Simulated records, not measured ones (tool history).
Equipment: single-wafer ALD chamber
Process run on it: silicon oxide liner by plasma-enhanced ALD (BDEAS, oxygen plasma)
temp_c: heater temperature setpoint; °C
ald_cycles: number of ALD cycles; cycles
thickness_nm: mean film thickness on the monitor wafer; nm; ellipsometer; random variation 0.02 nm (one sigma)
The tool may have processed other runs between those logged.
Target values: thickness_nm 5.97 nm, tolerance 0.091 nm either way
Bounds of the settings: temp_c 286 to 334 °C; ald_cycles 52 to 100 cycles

Run 1, day 0: temp_c 310 °C, ald_cycles 76 cycles. Result: thickness_nm 6.8411 nm.
Run 2, day 0.292: temp_c 311 °C, ald_cycles 73 cycles. Result: thickness_nm 6.542 nm.
Run 3, day 0.317: temp_c 311 °C, ald_cycles 68 cycles. Result: thickness_nm 6.0932 nm.
Run 4, day 0.388: temp_c 311 °C, ald_cycles 75 cycles. Result: thickness_nm 6.7259 nm.
Run 5, day 0.421: temp_c 312 °C, ald_cycles 73 cycles. Result: thickness_nm 6.5391 nm.
Run 6, day 0.667: temp_c 323 °C, ald_cycles 73 cycles. Result: thickness_nm 6.4351 nm.
Run 7, day 0.762: temp_c 323 °C, ald_cycles 72 cycles. Result: thickness_nm 6.37 nm.
Run 8, day 0.983: temp_c 323 °C, ald_cycles 71 cycles. Result: thickness_nm 6.2644 nm.
Run 9, day 1.129: temp_c 323 °C, ald_cycles 70 cycles. Result: thickness_nm 6.2144 nm.
Run 10, day 1.304: temp_c 325 °C, ald_cycles 66 cycles. Result: thickness_nm 5.8112 nm.

Below are 4 possible settings for the next run. Only one of them brings all results inside the allowed miss of their targets. Which is it?
Run A, day 1.479: temp_c 326 °C, ald_cycles 68 cycles. Result: thickness_nm ?.
Run B, day 1.479: temp_c 330 °C, ald_cycles 64 cycles. Result: thickness_nm ?.
Run C, day 1.479: temp_c 319 °C, ald_cycles 65 cycles. Result: thickness_nm ?.
Run D, day 1.479: temp_c 333 °C, ald_cycles 66 cycles. Result: thickness_nm ?.

move  thickness_nm
   A        5.9886
   B        5.6057
   C        5.7788
   D        5.7572
A: every result within its allowed miss
B: lands further from the targets than the last run did
C: lands further from the targets than the last run did
D: lands further from the targets than the last run did
Correct choice: A, which meets every target
